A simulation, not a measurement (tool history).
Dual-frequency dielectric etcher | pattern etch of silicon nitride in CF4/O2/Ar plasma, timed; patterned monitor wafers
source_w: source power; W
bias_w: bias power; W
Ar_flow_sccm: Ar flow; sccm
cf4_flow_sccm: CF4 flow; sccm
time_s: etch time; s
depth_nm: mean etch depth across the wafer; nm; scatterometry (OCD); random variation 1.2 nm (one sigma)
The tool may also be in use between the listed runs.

{"run": 1, "hour": 0.0, "source_w": 570, "bias_w": 63, "Ar_flow_sccm": 132, "cf4_flow_sccm": 129, "time_s": 206.5, "depth_nm": 465.08}
{"run": 2, "hour": 5.0, "source_w": 570, "bias_w": 71, "Ar_flow_sccm": 132, "cf4_flow_sccm": 129, "time_s": 206.5, "depth_nm": 489.25}
{"run": 3, "hour": 7.8, "source_w": 540, "bias_w": 69, "Ar_flow_sccm": 133, "cf4_flow_sccm": 129, "time_s": 206.5, "depth_nm": 457.27}
{"run": 4, "hour": 14.3, "source_w": 540, "bias_w": 69, "Ar_flow_sccm": 133, "cf4_flow_sccm": 109, "time_s": 206.5, "depth_nm": 446.91}
{"run": 5, "hour": 17.1, "source_w": 510, "bias_w": 69, "Ar_flow_sccm": 133, "cf4_flow_sccm": 109, "time_s": 206.5, "depth_nm": 419.36}
{"run": 6, "hour": 23.3, "source_w": 490, "bias_w": 69, "Ar_flow_sccm": 133, "cf4_flow_sccm": 109, "time_s": 206.5, "depth_nm": 401.67}

Run 7 comes next. What will it give?
{"run": 7, "hour": 31.7, "source_w": 480, "bias_w": 69, "Ar_flow_sccm": 133, "cf4_flow_sccm": 109, "time_s": 206.5, "depth_nm": "?"}

Run 7 gave depth_nm 391.83 nm.

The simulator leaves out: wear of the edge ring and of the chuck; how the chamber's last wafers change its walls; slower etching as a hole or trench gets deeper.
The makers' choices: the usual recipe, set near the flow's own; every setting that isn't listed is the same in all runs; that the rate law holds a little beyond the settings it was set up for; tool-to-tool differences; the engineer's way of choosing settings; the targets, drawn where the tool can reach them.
